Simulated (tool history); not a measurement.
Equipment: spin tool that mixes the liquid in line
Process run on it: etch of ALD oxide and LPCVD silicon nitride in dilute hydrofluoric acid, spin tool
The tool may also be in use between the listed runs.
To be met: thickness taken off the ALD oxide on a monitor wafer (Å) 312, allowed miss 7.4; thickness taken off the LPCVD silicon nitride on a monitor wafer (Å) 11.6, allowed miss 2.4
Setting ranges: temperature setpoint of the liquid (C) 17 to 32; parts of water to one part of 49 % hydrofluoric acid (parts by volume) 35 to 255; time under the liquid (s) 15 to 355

run,hour,temperature setpoint of the liquid (C),parts of water to one part of 49 % hydrofluoric acid (parts by volume),time under the liquid (s),thickness taken off the ALD oxide on a monitor wafer (Å),thickness taken off the LPCVD silicon nitride on a monitor wafer (Å)
1,0,24,145,180,135.99,6.3574
2,6.7,26.5,145,180,148.13,7.2092
3,11.7,26.5,185,180,111.67,6.5617
4,13.2,27,170,180,125.91,6.8861
5,17.8,25,170,180,115.86,4.837
6,25,25,145,180,141.21,6.4855
7,29.3,25,135,180,153.33,6.7445
8,35.3,25.5,125,180,170.74,7.5393
9,42,26,120,180,182.79,9.1343
10,50,26,110,180,200.46,8.7996
11,52.9,26.5,105,180,216.19,10.253
12,60.7,26.5,100,180,229.22,10.678
13,69.1,26.5,95,180,242.96,12.245
14,71.6,26.5,90,180,257.6,12.092
15,72.8,26.5,80,180,294.66,12.789

Which one of the following 5 next-run settings gets every result inside its allowed miss? There is exactly one.
A,74,20,60,195,?,?
B,74,22.5,75,195,?,?
C,74,22.5,65,170,?,?
D,74,21,65,190,?,?
E,74,18.5,65,225,?,?

move,thickness taken off the ALD oxide on a monitor wafer (Å),thickness taken off the LPCVD silicon nitride on a monitor wafer (Å)
A,333.1,11.943
B,290.32,11.39
C,295.69,11.426
D,310.56,11.529
E,331.01,11.485
A: takes the result that was furthest off past its target
B: misses by more than the last run did
C: moves toward the targets from the last run without getting all of them in spec
D: every result lands within tolerance
E: takes the result that was furthest off past its target
D meets every target.
